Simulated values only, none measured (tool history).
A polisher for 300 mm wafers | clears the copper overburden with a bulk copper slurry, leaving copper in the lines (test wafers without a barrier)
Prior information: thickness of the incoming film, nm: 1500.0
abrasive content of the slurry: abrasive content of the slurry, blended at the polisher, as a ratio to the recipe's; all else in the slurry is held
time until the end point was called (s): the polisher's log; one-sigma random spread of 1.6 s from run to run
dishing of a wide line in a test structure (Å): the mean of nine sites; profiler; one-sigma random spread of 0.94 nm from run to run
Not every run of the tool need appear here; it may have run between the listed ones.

run,day,flow of slurry (ml/min),pressure of the wafer on the pad (kPa),speed of the pad under the wafer (m/s),abrasive content of the slurry,overpolish time after the end point (s),time until the end point was called (s),dishing of a wide line in a test structure (Å)
1,0.000,275,21.4,1.24,1.00,17,110.690,1061.80
2,0.117,275,21.4,1.24,0.90,17,117.010,1038.50
3,0.462,280,18.6,1.38,1.05,14,114.360,944.30
4,0.604,265,17.9,1.42,1.15,12,110.370,833.74
5,0.779,245,18.6,1.44,1.20,11,108.330,842.35
6,1.025,285,16.5,1.54,1.25,10,107.400,799.09
# day 1.388: slurry blender recalibrated
7,1.388,260,15.9,1.62,1.30,9,100.060,736.88

Run 8 is up next; what results do you expect?
8,1.754,245,15.9,1.66,1.30,8,?,?

time until the end point was called (s): 98.404
dishing of a wide line in a test structure (Å): 712.80
